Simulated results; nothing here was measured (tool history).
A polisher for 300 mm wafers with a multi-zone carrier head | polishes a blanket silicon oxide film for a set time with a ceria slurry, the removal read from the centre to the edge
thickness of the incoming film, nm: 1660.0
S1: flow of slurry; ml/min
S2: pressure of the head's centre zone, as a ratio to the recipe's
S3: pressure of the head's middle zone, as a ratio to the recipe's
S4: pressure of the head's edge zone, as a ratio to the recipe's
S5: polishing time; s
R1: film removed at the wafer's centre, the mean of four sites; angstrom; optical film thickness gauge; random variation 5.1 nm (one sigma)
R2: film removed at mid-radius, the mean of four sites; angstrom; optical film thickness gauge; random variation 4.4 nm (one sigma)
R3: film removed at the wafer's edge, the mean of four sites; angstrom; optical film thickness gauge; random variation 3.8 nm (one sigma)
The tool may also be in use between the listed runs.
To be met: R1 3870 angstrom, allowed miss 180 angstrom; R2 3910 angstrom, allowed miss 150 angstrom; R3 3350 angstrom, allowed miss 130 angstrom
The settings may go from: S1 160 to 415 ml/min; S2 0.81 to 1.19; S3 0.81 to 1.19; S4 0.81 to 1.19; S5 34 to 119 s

run	day	S1	S2	S3	S4	S5	R1	R2	R3
1	0	265	1	1	1	76	4092.2	3976	4037.6
2	0.062	265	1.01	1.01	0.97	75	4097.4	4017.6	3849.2
3	0.125	260	1.01	1.01	0.95	74	3999.2	3999.9	3794.7
4	0.492	225	1.01	1.01	0.95	74	3993.3	3882.1	3711.5
5	0.517	165	1.01	1.01	0.95	74	3711.5	3656.8	3529.6
6	0.775	165	1.01	1.01	0.95	64	3234.3	3193.1	3076.2
7	0.925	165	1.01	1.01	0.95	64	3186.9	3215	3096.1
8	1.229	185	1.02	1.02	0.95	64	3244	3276.8	3199.6
9	1.417	200	1.03	1.02	0.93	65	3448	3344.4	3181.8
10	1.475	215	1.03	1.03	0.92	65	3558.2	3473.9	3146.1
11	1.504	285	1.03	1.08	0.98	68	3731.8	3951.7	3514.4
12	1.583	285	1.04	1.08	0.97	68	3744.9	3882.8	3510.7
13	1.838	285	1.05	1.08	0.96	68	3837.8	3940.6	3527.3

Which of these 4 next moves meets every target?
A	2.092	300	1.09	1.11	0.93	66	?	?	?
B	2.092	210	1.04	1.03	1	73	?	?	?
C	2.092	385	0.96	1.02	0.96	70	?	?	?
D	2.092	410	1.04	1.18	0.84	63	?	?	?

move	R1	R2	R3
A	3869.9	3869.8	3372.5
B	3932.3	3844.2	3739.7
C	3818.2	3906.2	3697.3
D	3672.5	4000.9	3134.8
A: meets every target
B: further off than the last run
C: further off than the last run
D: takes the result that was furthest off past its target
Answer: A

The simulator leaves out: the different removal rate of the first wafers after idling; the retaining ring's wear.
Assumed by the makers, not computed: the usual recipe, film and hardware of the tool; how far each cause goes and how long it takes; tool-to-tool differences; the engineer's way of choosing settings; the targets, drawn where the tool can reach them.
